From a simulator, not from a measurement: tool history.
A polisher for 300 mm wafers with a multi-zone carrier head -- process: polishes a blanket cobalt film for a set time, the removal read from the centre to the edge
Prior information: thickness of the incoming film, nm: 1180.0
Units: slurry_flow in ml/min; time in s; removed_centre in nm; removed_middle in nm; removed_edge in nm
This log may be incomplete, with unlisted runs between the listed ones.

run  hour  slurry_flow  centre_zone  middle_zone  edge_zone  time  removed_centre  removed_middle  removed_edge
  1     0          260            1            1          1    64          439.84          427.96        428.82
  2   5.6          260         0.96            1          1    64          421.08          426.77        433.69
  3   9.9          260         0.96         1.05          1    64          423.53          441.79        432.66
  4    11          285         0.96         1.05          1    64          424.12          443.64        435.31
  5  14.1          285         0.96         1.13          1    64          430.54          466.04        435.89
  6  16.6          285         0.96         1.06          1    64          417.58          441.11        436.08
  7  20.8          280         0.95         1.04       0.98    61          403.34          423.61        410.51
  8  25.9          280         0.94         1.02       0.97    59          390.81          408.11        399.86
  9    30          275         0.93         1.01       0.96    57          377.46          384.27        377.06
 10  32.4          275         0.91         1.01       0.96    55          333.98          371.79        366.61
 11  40.6          275         0.91         1.01       0.96    55          340.34          371.18        365.64
 12  43.9          270          0.9         0.99       0.94    54          329.54          357.56        352.16
 13  51.9          260         0.89         0.97       0.92    54          324.09           352.5        355.24
 14  53.7          260         0.89         0.97       0.91    53          321.14          350.32        344.76

Predict the results of run 15:
 15  61.2          260         0.89         0.97       0.91    53               ?               ?             ?

{"run 15": {"removed_centre": 321.96, "removed_middle": 349.4, "removed_edge": 345.56}}
